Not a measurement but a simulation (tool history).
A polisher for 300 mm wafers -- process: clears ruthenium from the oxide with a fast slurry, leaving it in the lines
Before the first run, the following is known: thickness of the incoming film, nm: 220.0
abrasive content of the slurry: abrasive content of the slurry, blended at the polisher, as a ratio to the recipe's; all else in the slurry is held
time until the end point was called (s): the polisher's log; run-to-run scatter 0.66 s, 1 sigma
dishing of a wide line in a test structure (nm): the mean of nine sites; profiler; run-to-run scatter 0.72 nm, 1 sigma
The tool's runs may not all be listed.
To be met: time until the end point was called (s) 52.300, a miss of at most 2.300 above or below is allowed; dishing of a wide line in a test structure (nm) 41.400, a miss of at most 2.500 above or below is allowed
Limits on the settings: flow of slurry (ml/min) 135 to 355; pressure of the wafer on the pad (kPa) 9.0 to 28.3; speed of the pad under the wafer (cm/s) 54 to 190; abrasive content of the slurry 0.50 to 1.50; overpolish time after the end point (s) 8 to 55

| run | hour | flow of slurry (ml/min) | pressure of the wafer on the pad (kPa) | speed of the pad under the wafer (cm/s) | abrasive content of the slurry | overpolish time after the end point (s) | time until the end point was called (s) | dishing of a wide line in a test structure (nm) |
|---|---|---|---|---|---|---|---|---|
| 1 | 0.0 | 225 | 18.6 | 122 | 1.00 | 28 | 37.896 | 116.890 |
| 2 | 0.9 | 225 | 17.9 | 122 | 1.00 | 26 | 38.574 | 103.370 |
| 3 | 6.2 | 225 | 15.2 | 122 | 1.00 | 26 | 45.896 | 94.113 |
| 4 | 10.2 | 225 | 13.1 | 122 | 1.00 | 26 | 51.576 | 82.302 |
| 5 | 14.8 | 225 | 12.4 | 124 | 1.00 | 24 | 53.461 | 73.364 |
| 6 | 18.1 | 225 | 12.4 | 126 | 1.00 | 22 | 52.148 | 69.842 |
| 7 | 21.9 | 225 | 12.4 | 128 | 1.00 | 21 | 52.791 | 68.870 |
| 8 | 26.8 | 225 | 12.4 | 130 | 1.00 | 20 | 52.725 | 66.007 |
| 9 | 33.7 | 225 | 12.4 | 132 | 1.00 | 19 | 50.198 | 63.827 |
| 10 | 39.7 | 225 | 12.4 | 132 | 1.00 | 18 | 52.935 | 61.602 |
| 11 | 43.0 | 225 | 12.4 | 136 | 1.00 | 17 | 50.520 | 60.240 |
| 12 | 51.6 | 225 | 12.4 | 138 | 1.00 | 16 | 49.577 | 56.690 |
| 13 | 55.8 | 225 | 12.4 | 138 | 1.00 | 15 | 49.375 | 52.639 |

Below are 4 possible settings for the next run. Only one of them brings all results inside the allowed miss of their targets. Which is it?
| A | 60.0 | 280 | 14.5 | 118 | 0.95 | 17 | ? | ? |
| B | 60.0 | 235 | 13.8 | 114 | 1.05 | 20 | ? | ? |
| C | 60.0 | 270 | 9.7 | 150 | 1.20 | 12 | ? | ? |
| D | 60.0 | 225 | 11.7 | 158 | 0.90 | 23 | ? | ? |

| move | time until the end point was called (s) | dishing of a wide line in a test structure (nm) |
|---|---|---|
| A | 48.884 | 61.672 |
| B | 50.954 | 68.650 |
| C | 53.033 | 41.680 |
| D | 49.770 | 79.113 |
A: its largest miss is bigger than the last run's
B: its largest miss is bigger than the last run's
C: every result within its allowed miss
D: its largest miss is bigger than the last run's
So the answer is move C, the one that meets all the targets.
